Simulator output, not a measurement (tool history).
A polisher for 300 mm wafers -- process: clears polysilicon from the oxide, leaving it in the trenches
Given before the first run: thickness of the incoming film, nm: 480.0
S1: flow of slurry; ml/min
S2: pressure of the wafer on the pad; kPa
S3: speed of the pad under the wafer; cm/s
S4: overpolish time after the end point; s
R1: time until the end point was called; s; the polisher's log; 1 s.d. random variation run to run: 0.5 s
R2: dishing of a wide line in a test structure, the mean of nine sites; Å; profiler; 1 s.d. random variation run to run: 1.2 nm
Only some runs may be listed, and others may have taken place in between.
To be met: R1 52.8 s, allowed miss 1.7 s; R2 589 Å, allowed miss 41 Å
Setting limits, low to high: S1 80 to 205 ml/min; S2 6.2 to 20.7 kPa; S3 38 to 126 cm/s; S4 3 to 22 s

{"run": 1, "hour": 0.0, "S1": 135, "S2": 13.1, "S3": 82, "S4": 11, "R1": 61.132, "R2": 566.46}
{"run": 2, "hour": 4.8, "S1": 140, "S2": 13.1, "S3": 82, "S4": 11, "R1": 61.242, "R2": 582.65}
{"run": 3, "hour": 13.4, "S1": 140, "S2": 13.1, "S3": 68, "S4": 11, "R1": 75.169, "R2": 503.29}
{"run": 4, "hour": 20.2, "S1": 140, "S2": 10.3, "S3": 68, "S4": 11, "R1": 89.15, "R2": 449.4}
{"run": 5, "hour": 22.2, "S1": 170, "S2": 10.3, "S3": 68, "S4": 11, "R1": 87.592, "R2": 447.77}
{"run": 6, "hour": 23.4, "S1": 170, "S2": 11, "S3": 68, "S4": 11, "R1": 82.491, "R2": 479.77}
{"run": 7, "hour": 24.1, "S1": 170, "S2": 11.7, "S3": 68, "S4": 11, "R1": 78.953, "R2": 493.87}
{"run": 8, "hour": 24.7, "S1": 170, "S2": 12.4, "S3": 68, "S4": 11, "R1": 75.987, "R2": 477.85}
{"run": 9, "hour": 25.4, "S1": 180, "S2": 16.5, "S3": 70, "S4": 13, "R1": 58.85, "R2": 637.58}

Below are 5 possible settings for the next run. Only one of them brings all results inside the allowed miss of their targets. Which is it?
{"run": "A", "hour": 26.1, "S1": 180, "S2": 16.5, "S3": 72, "S4": 15, "R1": "?", "R2": "?"}
{"run": "B", "hour": 26.1, "S1": 195, "S2": 17.2, "S3": 78, "S4": 12, "R1": "?", "R2": "?"}
{"run": "C", "hour": 26.1, "S1": 195, "S2": 17.2, "S3": 74, "S4": 10, "R1": "?", "R2": "?"}
{"run": "D", "hour": 26.1, "S1": 170, "S2": 14.5, "S3": 88, "S4": 13, "R1": "?", "R2": "?"}
{"run": "E", "hour": 26.1, "S1": 185, "S2": 15.9, "S3": 64, "S4": 12, "R1": "?", "R2": "?"}

move=A R1=56.638 R2=720.97
move=B R1=50.238 R2=685.46
move=C R1=52.863 R2=602.78
move=D R1=52.359 R2=698.89
move=E R1=65.535 R2=591.18
A: moves toward the targets from the last run without getting all of them in spec
B: the result that was furthest off in the last run now lies on the other side of its target
C: hits every target within its allowed miss
D: the worst result of the last run now meets its target, but another is out of spec
E: the biggest miss grows against the last run
Answer: C
